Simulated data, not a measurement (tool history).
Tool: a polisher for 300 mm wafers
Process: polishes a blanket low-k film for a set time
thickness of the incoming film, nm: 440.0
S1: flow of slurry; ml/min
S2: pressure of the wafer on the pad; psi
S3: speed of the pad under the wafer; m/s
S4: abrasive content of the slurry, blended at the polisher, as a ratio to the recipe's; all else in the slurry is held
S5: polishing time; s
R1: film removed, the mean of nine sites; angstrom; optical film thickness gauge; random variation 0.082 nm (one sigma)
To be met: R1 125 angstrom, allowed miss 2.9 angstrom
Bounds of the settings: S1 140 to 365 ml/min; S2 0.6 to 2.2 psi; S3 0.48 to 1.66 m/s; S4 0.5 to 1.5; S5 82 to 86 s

{"run": 1, "hour": 0.0, "S1": 235, "S2": 1.4, "S3": 1.06, "S4": 1, "S5": 82, "R1": 266.37}
{"run": 2, "hour": 1.2, "S1": 235, "S2": 1.4, "S3": 1.26, "S4": 1, "S5": 82, "R1": 300.56}
{"run": 3, "hour": 7.9, "S1": 235, "S2": 1.4, "S3": 1.26, "S4": 0.95, "S5": 82, "R1": 289.41}
{"run": 4, "hour": 15.5, "S1": 195, "S2": 1.4, "S3": 1.26, "S4": 0.95, "S5": 82, "R1": 282.52}
{"run": 5, "hour": 21.4, "S1": 195, "S2": 1.2, "S3": 1.26, "S4": 0.95, "S5": 82, "R1": 244.97}
{"run": 6, "hour": 25.0, "S1": 195, "S2": 1.2, "S3": 1.26, "S4": 1.05, "S5": 82, "R1": 260.22}
{"run": 7, "hour": 33.5, "S1": 190, "S2": 1.1, "S3": 1.2, "S4": 1.05, "S5": 82, "R1": 233.59}
{"run": 8, "hour": 38.7, "S1": 185, "S2": 1, "S3": 1.14, "S4": 1.05, "S5": 82, "R1": 205.39}
{"run": 9, "hour": 46.7, "S1": 180, "S2": 0.9, "S3": 1.1, "S4": 1.05, "S5": 82, "R1": 181.94}
{"run": 10, "hour": 49.9, "S1": 160, "S2": 0.6, "S3": 0.9, "S4": 1.05, "S5": 82, "R1": 109.65}
{"run": 11, "hour": 54.9, "S1": 175, "S2": 0.6, "S3": 0.9, "S4": 1.05, "S5": 82, "R1": 109.7}
{"run": 12, "hour": 60.6, "S1": 180, "S2": 0.8, "S3": 0.9, "S4": 1.05, "S5": 82, "R1": 142.63}
{"hour": 61.7, "done": "conditioning disc replaced and pad reconditioned"}
{"run": 13, "hour": 61.7, "S1": 180, "S2": 0.7, "S3": 0.9, "S4": 1.05, "S5": 82, "R1": 135.12}
{"run": 14, "hour": 62.8, "S1": 175, "S2": 0.7, "S3": 0.9, "S4": 1.05, "S5": 82, "R1": 136.7}
{"run": 15, "hour": 70.0, "S1": 170, "S2": 0.7, "S3": 0.9, "S4": 1.05, "S5": 82, "R1": 136.5}
{"run": 16, "hour": 75.4, "S1": 180, "S2": 0.7, "S3": 0.9, "S4": 1.05, "S5": 82, "R1": 136.32}
{"run": 17, "hour": 80.2, "S1": 175, "S2": 0.7, "S3": 0.9, "S4": 1.05, "S5": 82, "R1": 137.47}
{"run": 18, "hour": 85.3, "S1": 165, "S2": 0.6, "S3": 0.9, "S4": 1.05, "S5": 82, "R1": 115.63}
{"run": 19, "hour": 87.7, "S1": 170, "S2": 0.6, "S3": 0.9, "S4": 1.05, "S5": 82, "R1": 117.92}
{"run": 20, "hour": 93.6, "S1": 175, "S2": 0.6, "S3": 0.9, "S4": 1.05, "S5": 82, "R1": 117.29}
{"run": 21, "hour": 96.5, "S1": 190, "S2": 0.7, "S3": 0.9, "S4": 1.05, "S5": 82, "R1": 137.8}
{"run": 22, "hour": 105.3, "S1": 140, "S2": 0.7, "S3": 0.9, "S4": 1.05, "S5": 82, "R1": 130.51}

5 next moves are on the table. One of them brings every result within its allowed miss. Which?
{"run": "A", "hour": 114.1, "S1": 180, "S2": 0.7, "S3": 0.72, "S4": 1.05, "S5": 82, "R1": "?"}
{"run": "B", "hour": 114.1, "S1": 155, "S2": 0.7, "S3": 0.92, "S4": 1.05, "S5": 86, "R1": "?"}
{"run": "C", "hour": 114.1, "S1": 145, "S2": 0.7, "S3": 0.66, "S4": 1.2, "S5": 85, "R1": "?"}
{"run": "D", "hour": 114.1, "S1": 140, "S2": 0.7, "S3": 0.74, "S4": 1.1, "S5": 85, "R1": "?"}
{"run": "E", "hour": 114.1, "S1": 140, "S2": 0.9, "S3": 0.66, "S4": 0.9, "S5": 83, "R1": "?"}

move=A R1=117.9
move=B R1=141.84
move=C R1=118.15
move=D R1=121.43
move=E R1=126.28
A: takes the result that was furthest off past its target
B: further off than the last run
C: takes the result that was furthest off past its target
D: takes the result that was furthest off past its target
E: meets every target
Move E is the one to make.
